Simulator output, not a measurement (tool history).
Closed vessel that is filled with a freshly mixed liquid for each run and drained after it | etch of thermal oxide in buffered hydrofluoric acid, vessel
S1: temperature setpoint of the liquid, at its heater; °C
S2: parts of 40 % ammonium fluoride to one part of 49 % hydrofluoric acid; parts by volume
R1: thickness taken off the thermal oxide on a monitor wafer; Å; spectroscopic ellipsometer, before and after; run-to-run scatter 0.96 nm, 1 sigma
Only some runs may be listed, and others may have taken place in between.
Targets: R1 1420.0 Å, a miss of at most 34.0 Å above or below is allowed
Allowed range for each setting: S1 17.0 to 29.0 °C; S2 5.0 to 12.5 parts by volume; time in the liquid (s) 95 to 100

run 1 hour=0.0 | S1=21.0 S2=7.5 time_in_the_liquid_(s)=95 | R1=1179.8
run 2 hour=7.0 | S1=19.0 S2=7.5 time_in_the_liquid_(s)=95 | R1=1051.4
run 3 hour=10.8 | S1=20.0 S2=7.5 time_in_the_liquid_(s)=95 | R1=1114.1
run 4 hour=12.5 | S1=21.0 S2=7.5 time_in_the_liquid_(s)=95 | R1=1171.0
run 5 hour=18.0 | S1=21.5 S2=7.5 time_in_the_liquid_(s)=95 | R1=1217.5
run 6 hour=23.6 | S1=21.5 S2=5.5 time_in_the_liquid_(s)=95 | R1=1612.1
run 7 hour=30.1 | S1=21.0 S2=5.5 time_in_the_liquid_(s)=95 | R1=1558.6
run 8 hour=37.3 | S1=20.5 S2=5.5 time_in_the_liquid_(s)=95 | R1=1520.4
run 9 hour=45.8 | S1=20.0 S2=5.5 time_in_the_liquid_(s)=95 | R1=1485.7

Exercise: of the 4 proposed moves below, exactly one satisfies all targets within the stated allowed misses. Which move is it?
run A hour=54.3 | S1=21.0 S2=6.5 time_in_the_liquid_(s)=100 | R1=?
run B hour=54.3 | S1=19.5 S2=5.0 time_in_the_liquid_(s)=95 | R1=?
run C hour=54.3 | S1=19.5 S2=5.5 time_in_the_liquid_(s)=100 | R1=?
run D hour=54.3 | S1=19.5 S2=6.0 time_in_the_liquid_(s)=95 | R1=?

move=A R1=1443.7
move=B R1=1577.8
move=C R1=1532.1
move=D R1=1352.0
A: each result inside its tolerance
B: misses by more than the last run did
C: misses by more than the last run did
D: takes the biggest miss from the last run beyond its target
A is the move that brings every result within its allowed miss.
